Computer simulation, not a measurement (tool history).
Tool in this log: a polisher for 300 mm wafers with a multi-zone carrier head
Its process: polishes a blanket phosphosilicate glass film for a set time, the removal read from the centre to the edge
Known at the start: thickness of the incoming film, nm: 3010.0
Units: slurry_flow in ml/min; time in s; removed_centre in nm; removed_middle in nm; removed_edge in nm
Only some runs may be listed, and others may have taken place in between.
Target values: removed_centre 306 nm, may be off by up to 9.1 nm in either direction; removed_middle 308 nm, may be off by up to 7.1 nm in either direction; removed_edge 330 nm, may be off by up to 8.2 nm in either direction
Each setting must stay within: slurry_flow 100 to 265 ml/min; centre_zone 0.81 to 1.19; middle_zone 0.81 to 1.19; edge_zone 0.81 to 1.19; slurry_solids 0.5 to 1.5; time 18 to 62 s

{"run": 1, "hour": 0.0, "slurry_flow": 170, "centre_zone": 1, "middle_zone": 1, "edge_zone": 1, "slurry_solids": 1, "time": 40, "removed_centre": 222.58, "removed_middle": 226.82, "removed_edge": 235.76}
{"run": 2, "hour": 7.4, "slurry_flow": 170, "centre_zone": 1, "middle_zone": 1, "edge_zone": 0.94, "slurry_solids": 1, "time": 40, "removed_centre": 226.9, "removed_middle": 229.42, "removed_edge": 230.49}
{"run": 3, "hour": 14.0, "slurry_flow": 185, "centre_zone": 1.02, "middle_zone": 1.01, "edge_zone": 1.01, "slurry_solids": 1.15, "time": 40, "removed_centre": 248.62, "removed_middle": 247.94, "removed_edge": 257.74}
{"run": 4, "hour": 17.9, "slurry_flow": 200, "centre_zone": 1.03, "middle_zone": 1.03, "edge_zone": 1.06, "slurry_solids": 1.25, "time": 40, "removed_centre": 261.7, "removed_middle": 265.59, "removed_edge": 270.85}
{"run": 5, "hour": 20.4, "slurry_flow": 200, "centre_zone": 1.07, "middle_zone": 1.03, "edge_zone": 1.06, "slurry_solids": 1.25, "time": 40, "removed_centre": 272.1, "removed_middle": 267.46, "removed_edge": 274.38}
{"run": 6, "hour": 29.1, "slurry_flow": 175, "centre_zone": 1.07, "middle_zone": 1.03, "edge_zone": 1.06, "slurry_solids": 1.25, "time": 40, "removed_centre": 260.5, "removed_middle": 256.67, "removed_edge": 267.12}
{"run": 7, "hour": 36.7, "slurry_flow": 195, "centre_zone": 1.06, "middle_zone": 1.03, "edge_zone": 1.1, "slurry_solids": 1.35, "time": 40, "removed_centre": 275.34, "removed_middle": 268.82, "removed_edge": 287.04}
{"run": 8, "hour": 39.7, "slurry_flow": 210, "centre_zone": 1.05, "middle_zone": 1.04, "edge_zone": 1.13, "slurry_solids": 1.4, "time": 40, "removed_centre": 280.92, "removed_middle": 278.8, "removed_edge": 298.35}
{"run": 9, "hour": 44.4, "slurry_flow": 220, "centre_zone": 1.05, "middle_zone": 1.05, "edge_zone": 1.15, "slurry_solids": 1.45, "time": 40, "removed_centre": 287.25, "removed_middle": 294.22, "removed_edge": 309.45}
{"run": 10, "hour": 47.9, "slurry_flow": 230, "centre_zone": 1.05, "middle_zone": 1.05, "edge_zone": 1.16, "slurry_solids": 1.45, "time": 40, "removed_centre": 290.94, "removed_middle": 295.05, "removed_edge": 309.6}
{"run": 11, "hour": 55.9, "slurry_flow": 235, "centre_zone": 1.05, "middle_zone": 1.05, "edge_zone": 1.17, "slurry_solids": 1.45, "time": 40, "removed_centre": 294.18, "removed_middle": 296.12, "removed_edge": 312.91}
{"run": 12, "hour": 63.9, "slurry_flow": 240, "centre_zone": 1.05, "middle_zone": 1.05, "edge_zone": 1.18, "slurry_solids": 1.45, "time": 40, "removed_centre": 295.59, "removed_middle": 294.21, "removed_edge": 315.16}
{"run": 13, "hour": 72.3, "slurry_flow": 240, "centre_zone": 1.05, "middle_zone": 1.05, "edge_zone": 1.18, "slurry_solids": 1.45, "time": 40, "removed_centre": 296.61, "removed_middle": 300.11, "removed_edge": 311.58}
{"run": 14, "hour": 75.5, "slurry_flow": 240, "centre_zone": 1.05, "middle_zone": 1.04, "edge_zone": 1.18, "slurry_solids": 1.45, "time": 40, "removed_centre": 293.13, "removed_middle": 289.74, "removed_edge": 311.84}
{"run": 15, "hour": 82.6, "slurry_flow": 235, "centre_zone": 1.05, "middle_zone": 1.04, "edge_zone": 1.18, "slurry_solids": 1.45, "time": 40, "removed_centre": 292.59, "removed_middle": 295.23, "removed_edge": 313.52}

Of the 5 settings listed for the next run, only one would bring every result within its allowed miss of target. Which one?
{"run": "A", "hour": 89.7, "slurry_flow": 265, "centre_zone": 1.07, "middle_zone": 1.08, "edge_zone": 1.09, "slurry_solids": 1.35, "time": 40, "removed_centre": "?", "removed_middle": "?", "removed_edge": "?"}
{"run": "B", "hour": 89.7, "slurry_flow": 260, "centre_zone": 1.04, "middle_zone": 1.03, "edge_zone": 1.17, "slurry_solids": 1.5, "time": 41, "removed_centre": "?", "removed_middle": "?", "removed_edge": "?"}
{"run": "C", "hour": 89.7, "slurry_flow": 235, "centre_zone": 1.12, "middle_zone": 1.08, "edge_zone": 1.15, "slurry_solids": 1.4, "time": 38, "removed_centre": "?", "removed_middle": "?", "removed_edge": "?"}
{"run": "D", "hour": 89.7, "slurry_flow": 255, "centre_zone": 0.81, "middle_zone": 1.11, "edge_zone": 1.09, "slurry_solids": 1.5, "time": 41, "removed_centre": "?", "removed_middle": "?", "removed_edge": "?"}
{"run": "E", "hour": 89.7, "slurry_flow": 265, "centre_zone": 1.11, "middle_zone": 1.07, "edge_zone": 1.1, "slurry_solids": 1.45, "time": 39, "removed_centre": "?", "removed_middle": "?", "removed_edge": "?"}

move=A removed_centre=298.4 removed_middle=302.15 removed_edge=299.34
move=B removed_centre=310.62 removed_middle=308.43 removed_edge=329.66
move=C removed_centre=290.16 removed_middle=285.05 removed_edge=291.43
move=D removed_centre=261.53 removed_middle=328.01 removed_edge=317.53
move=E removed_centre=306.79 removed_middle=300.21 removed_edge=301.17
A: moves away from the targets compared with the last run
B: all results land within tolerance of their targets
C: moves away from the targets compared with the last run
D: moves away from the targets compared with the last run
E: moves away from the targets compared with the last run
The move that meets every target is B.

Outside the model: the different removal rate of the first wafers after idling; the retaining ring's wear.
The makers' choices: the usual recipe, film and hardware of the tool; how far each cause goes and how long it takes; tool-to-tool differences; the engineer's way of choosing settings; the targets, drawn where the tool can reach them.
